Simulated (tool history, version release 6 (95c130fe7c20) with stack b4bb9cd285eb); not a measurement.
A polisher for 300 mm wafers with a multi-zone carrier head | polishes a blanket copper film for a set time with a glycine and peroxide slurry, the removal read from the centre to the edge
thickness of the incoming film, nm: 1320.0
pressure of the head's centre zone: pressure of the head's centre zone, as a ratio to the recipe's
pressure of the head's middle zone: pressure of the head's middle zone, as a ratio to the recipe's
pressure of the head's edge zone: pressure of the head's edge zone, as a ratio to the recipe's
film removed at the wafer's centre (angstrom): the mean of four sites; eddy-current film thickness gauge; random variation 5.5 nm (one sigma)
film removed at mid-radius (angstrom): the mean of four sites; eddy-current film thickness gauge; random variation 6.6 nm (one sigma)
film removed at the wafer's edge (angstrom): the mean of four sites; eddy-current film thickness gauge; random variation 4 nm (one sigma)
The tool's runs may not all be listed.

| run | hour | flow of slurry (ml/min) | pressure of the head's centre zone | pressure of the head's middle zone | pressure of the head's edge zone | polishing time (s) | film removed at the wafer's centre (angstrom) | film removed at mid-radius (angstrom) | film removed at the wafer's edge (angstrom) |
|---|---|---|---|---|---|---|---|---|---|
| 1 | 0 | 245 | 1 | 1 | 1 | 71 | 4250.5 | 4318.7 | 4173.2 |
| 2 | 2.2 | 260 | 1.04 | 1.02 | 1.02 | 74 | 4707.3 | 4467.8 | 4463.7 |
| 3 | 3.8 | 265 | 1.06 | 1.05 | 1.01 | 77 | 4920.6 | 4873 | 4644.4 |
| 4 | 12.4 | 280 | 1.09 | 1.06 | 1 | 79 | 5233.6 | 5021 | 4733.7 |
| 5 | 16.2 | 220 | 1.09 | 1.06 | 1 | 79 | 5080.5 | 4875.5 | 4594.6 |
| 6 | 18 | 240 | 1.11 | 1.07 | 1 | 81 | 5358.3 | 5154.9 | 4787.8 |
| 7 | 25.2 | 255 | 1.13 | 1.07 | 1 | 82 | 5566.9 | 5087.3 | 4826.4 |

Run 8 comes next. What will it give?
| 8 | 32.4 | 275 | 1.19 | 1.15 | 1.06 | 90 | ? | ? | ? |

Run 8 gave film removed at the wafer's centre (angstrom) 6425.9, film removed at mid-radius (angstrom) 6015.5, film removed at the wafer's edge (angstrom) 5533.4.

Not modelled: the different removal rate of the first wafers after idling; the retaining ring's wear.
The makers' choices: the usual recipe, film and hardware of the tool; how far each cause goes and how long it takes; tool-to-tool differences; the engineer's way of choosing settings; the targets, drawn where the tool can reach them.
